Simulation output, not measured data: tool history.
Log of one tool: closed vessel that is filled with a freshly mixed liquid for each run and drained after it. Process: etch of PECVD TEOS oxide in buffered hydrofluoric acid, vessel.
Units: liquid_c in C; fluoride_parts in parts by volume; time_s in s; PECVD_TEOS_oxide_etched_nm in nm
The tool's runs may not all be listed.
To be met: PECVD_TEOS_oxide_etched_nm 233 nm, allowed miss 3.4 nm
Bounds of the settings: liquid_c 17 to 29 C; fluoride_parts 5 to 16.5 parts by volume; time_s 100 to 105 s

{"run": 1, "hour": 0.0, "liquid_c": 21, "fluoride_parts": 10, "time_s": 100, "PECVD_TEOS_oxide_etched_nm": 160.54}
{"run": 2, "hour": 2.8, "liquid_c": 22, "fluoride_parts": 10, "time_s": 100, "PECVD_TEOS_oxide_etched_nm": 170.6}
{"run": 3, "hour": 9.9, "liquid_c": 23, "fluoride_parts": 10, "time_s": 100, "PECVD_TEOS_oxide_etched_nm": 179.16}
{"run": 4, "hour": 11.0, "liquid_c": 24, "fluoride_parts": 10, "time_s": 100, "PECVD_TEOS_oxide_etched_nm": 188.9}
{"run": 5, "hour": 14.5, "liquid_c": 24, "fluoride_parts": 10, "time_s": 105, "PECVD_TEOS_oxide_etched_nm": 197.27}
{"run": 6, "hour": 17.9, "liquid_c": 24.5, "fluoride_parts": 10, "time_s": 105, "PECVD_TEOS_oxide_etched_nm": 204.06}
{"run": 7, "hour": 22.7, "liquid_c": 25, "fluoride_parts": 10, "time_s": 105, "PECVD_TEOS_oxide_etched_nm": 208.67}
{"run": 8, "hour": 24.5, "liquid_c": 25.5, "fluoride_parts": 10, "time_s": 105, "PECVD_TEOS_oxide_etched_nm": 215.78}

Which of these 4 next moves meets every target?
{"run": "A", "hour": 26.3, "liquid_c": 27.5, "fluoride_parts": 11, "time_s": 100, "PECVD_TEOS_oxide_etched_nm": "?"}
{"run": "B", "hour": 26.3, "liquid_c": 26.5, "fluoride_parts": 9, "time_s": 100, "PECVD_TEOS_oxide_etched_nm": "?"}
{"run": "C", "hour": 26.3, "liquid_c": 25.5, "fluoride_parts": 11.5, "time_s": 105, "PECVD_TEOS_oxide_etched_nm": "?"}
{"run": "D", "hour": 26.3, "liquid_c": 26, "fluoride_parts": 10.5, "time_s": 100, "PECVD_TEOS_oxide_etched_nm": "?"}

move=A PECVD_TEOS_oxide_etched_nm=208.08
move=B PECVD_TEOS_oxide_etched_nm=231.22
move=C PECVD_TEOS_oxide_etched_nm=187.93
move=D PECVD_TEOS_oxide_etched_nm=200.91
A: further off than the last run
B: meets every target
C: further off than the last run
D: further off than the last run
Move B is the one to make.
